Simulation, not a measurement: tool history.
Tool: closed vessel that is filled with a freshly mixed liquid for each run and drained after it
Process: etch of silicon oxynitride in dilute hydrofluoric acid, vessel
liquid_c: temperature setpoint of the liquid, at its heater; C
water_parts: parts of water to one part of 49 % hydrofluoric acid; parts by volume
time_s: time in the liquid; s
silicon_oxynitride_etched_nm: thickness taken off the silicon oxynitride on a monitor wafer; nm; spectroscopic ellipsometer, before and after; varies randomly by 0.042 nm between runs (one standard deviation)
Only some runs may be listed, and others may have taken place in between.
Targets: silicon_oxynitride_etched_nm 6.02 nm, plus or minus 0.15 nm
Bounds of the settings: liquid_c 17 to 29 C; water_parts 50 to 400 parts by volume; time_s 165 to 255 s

run 1 hour=0 | liquid_c=21 water_parts=225 time_s=255 | silicon_oxynitride_etched_nm=2.7037
run 2 hour=4.6 | liquid_c=22 water_parts=215 time_s=255 | silicon_oxynitride_etched_nm=2.9774
run 3 hour=12.3 | liquid_c=20.5 water_parts=215 time_s=255 | silicon_oxynitride_etched_nm=2.7791
run 4 hour=21.2 | liquid_c=20.5 water_parts=215 time_s=165 | silicon_oxynitride_etched_nm=1.8132
-- hour=24.5 hydrofluoric acid flow meter replaced
run 5 hour=24.5 | liquid_c=20.5 water_parts=150 time_s=165 | silicon_oxynitride_etched_nm=2.5281
run 6 hour=30.2 | liquid_c=23 water_parts=150 time_s=165 | silicon_oxynitride_etched_nm=2.8264
run 7 hour=39.2 | liquid_c=27 water_parts=60 time_s=170 | silicon_oxynitride_etched_nm=9.5189
run 8 hour=48 | liquid_c=26.5 water_parts=60 time_s=170 | silicon_oxynitride_etched_nm=9.261
run 9 hour=53 | liquid_c=26 water_parts=60 time_s=170 | silicon_oxynitride_etched_nm=8.9375
run 10 hour=59.2 | liquid_c=22 water_parts=65 time_s=170 | silicon_oxynitride_etched_nm=6.8794
run 11 hour=67.6 | liquid_c=21.5 water_parts=65 time_s=170 | silicon_oxynitride_etched_nm=6.7011
run 12 hour=71.2 | liquid_c=20.5 water_parts=65 time_s=170 | silicon_oxynitride_etched_nm=6.3119

Exercise: of the 4 proposed moves below, exactly one satisfies all targets within the stated allowed misses. Which move is it?
run A hour=74.8 | liquid_c=22.5 water_parts=75 time_s=170 | silicon_oxynitride_etched_nm=?
run B hour=74.8 | liquid_c=17 water_parts=55 time_s=170 | silicon_oxynitride_etched_nm=?
run C hour=74.8 | liquid_c=22 water_parts=100 time_s=255 | silicon_oxynitride_etched_nm=?
run D hour=74.8 | liquid_c=17.5 water_parts=55 time_s=165 | silicon_oxynitride_etched_nm=?

move=A silicon_oxynitride_etched_nm=6.0321
move=B silicon_oxynitride_etched_nm=6.3387
move=C silicon_oxynitride_etched_nm=6.4944
move=D silicon_oxynitride_etched_nm=6.312
A: meets every target
B: its largest miss is bigger than the last run's
C: its largest miss is bigger than the last run's
D: neither nearer nor further off than the last run
Answer: A

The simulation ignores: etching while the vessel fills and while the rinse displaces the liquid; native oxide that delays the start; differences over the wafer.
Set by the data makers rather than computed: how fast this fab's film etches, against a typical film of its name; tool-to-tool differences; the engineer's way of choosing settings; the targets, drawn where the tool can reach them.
